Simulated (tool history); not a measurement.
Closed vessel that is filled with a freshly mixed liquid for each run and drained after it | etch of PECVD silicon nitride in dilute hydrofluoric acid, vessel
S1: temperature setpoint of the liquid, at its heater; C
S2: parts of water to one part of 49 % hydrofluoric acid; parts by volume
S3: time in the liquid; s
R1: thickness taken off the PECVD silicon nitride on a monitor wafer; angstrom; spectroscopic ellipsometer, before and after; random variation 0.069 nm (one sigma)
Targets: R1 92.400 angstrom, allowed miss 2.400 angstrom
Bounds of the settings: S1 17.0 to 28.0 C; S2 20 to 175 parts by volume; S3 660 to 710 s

run  hour    S1   S2   S3       R1
  1   0.0  20.0   95  660  158.700
  2   4.1  20.0   95  710  173.170
  3   7.7  20.0   85  710  191.470
  4   8.7  19.0  100  710  152.260
  5  10.2  17.0  100  710  131.390
  6  19.2  17.0  110  710  122.110
  7  21.6  17.0  120  710  111.260
  8  23.6  17.0  125  710  107.600

Which of these 5 next moves meets every target?
  A  25.6  18.5  115  675   ?
  B  25.6  18.0  130  665   ?
  C  25.6  17.5  110  675   ?
  D  25.6  19.5  165  680   ?
  E  25.6  17.0  135  700   ?

move       R1
   A  121.680
   B  102.850
   C  118.590
   D   92.371
   E   97.460
A: further off than the last run
B: nearer than the last run, and not there yet
C: further off than the last run
D: meets every target
E: nearer than the last run, and not there yet
The right move is D.
